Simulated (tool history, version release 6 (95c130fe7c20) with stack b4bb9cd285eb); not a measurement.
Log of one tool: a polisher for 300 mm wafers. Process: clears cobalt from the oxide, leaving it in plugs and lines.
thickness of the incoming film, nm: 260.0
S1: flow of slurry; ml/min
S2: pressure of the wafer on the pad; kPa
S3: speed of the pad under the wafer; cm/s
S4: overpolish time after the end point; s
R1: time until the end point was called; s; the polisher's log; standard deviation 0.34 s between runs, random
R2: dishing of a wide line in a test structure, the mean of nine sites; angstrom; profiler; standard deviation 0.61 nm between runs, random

Run 1, hour 0.0: S1 205 ml/min, S2 12.4 kPa, S3 128 cm/s, S4 12 s. Result: R1 54.433 s, R2 323.58 angstrom.
Run 2, hour 3.3: S1 205 ml/min, S2 12.4 kPa, S3 110 cm/s, S4 12 s. Result: R1 62.366 s, R2 294.63 angstrom.
Run 3, hour 9.5: S1 205 ml/min, S2 12.4 kPa, S3 80 cm/s, S4 12 s. Result: R1 86.114 s, R2 244.25 angstrom.
Run 4, hour 16.2: S1 205 ml/min, S2 12.4 kPa, S3 66 cm/s, S4 12 s. Result: R1 103.040 s, R2 218.90 angstrom.
Run 5, hour 22.4: S1 210 ml/min, S2 14.5 kPa, S3 76 cm/s, S4 12 s. Result: R1 76.838 s, R2 260.74 angstrom.
Run 6, hour 25.0: S1 215 ml/min, S2 15.9 kPa, S3 84 cm/s, S4 12 s. Result: R1 64.038 s, R2 282.97 angstrom.
Run 7, hour 30.2: S1 215 ml/min, S2 16.5 kPa, S3 92 cm/s, S4 12 s. Result: R1 56.255 s, R2 316.55 angstrom.

Forecast run 8:
Run 8, hour 34.5: S1 220 ml/min, S2 17.2 kPa, S3 98 cm/s, S4 12 s. Result: R1 ?, R2 ?.

{"run 8": {"R1": 50.618, "R2": 320.46}}
